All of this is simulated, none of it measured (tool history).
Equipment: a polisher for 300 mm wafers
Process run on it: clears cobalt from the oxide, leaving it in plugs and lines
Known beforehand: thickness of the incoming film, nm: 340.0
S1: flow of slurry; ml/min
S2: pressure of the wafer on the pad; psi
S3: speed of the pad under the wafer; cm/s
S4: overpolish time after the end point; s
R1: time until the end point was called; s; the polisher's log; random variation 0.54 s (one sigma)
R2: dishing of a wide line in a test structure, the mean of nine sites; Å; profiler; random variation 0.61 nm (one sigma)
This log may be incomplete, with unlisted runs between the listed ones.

run  hour   S1   S2   S3  S4      R1      R2
  1     0  195  1.5  118  16  76.876   448.6
  2   3.5  195  1.7  118  16   68.42  464.75
  3    12  195  1.7  102  16   76.15  454.43
  4  19.6  195  1.7  128  16  62.903  492.68
  5  22.9  195    2  128  16  54.547  514.11
  6    26  225    2  128  16  53.659  518.02
  7  34.8  225  2.1  132  16  49.289  536.19
  8  38.4  225  2.2  136  16  46.787   547.2
  9  41.7  225  2.2  140  16  45.401  548.55

Forecast run 10:
 10  49.3  230  2.3  144  17   ?   ?

Run 10 produced R1 43.894 s, R2 565.69 Å.

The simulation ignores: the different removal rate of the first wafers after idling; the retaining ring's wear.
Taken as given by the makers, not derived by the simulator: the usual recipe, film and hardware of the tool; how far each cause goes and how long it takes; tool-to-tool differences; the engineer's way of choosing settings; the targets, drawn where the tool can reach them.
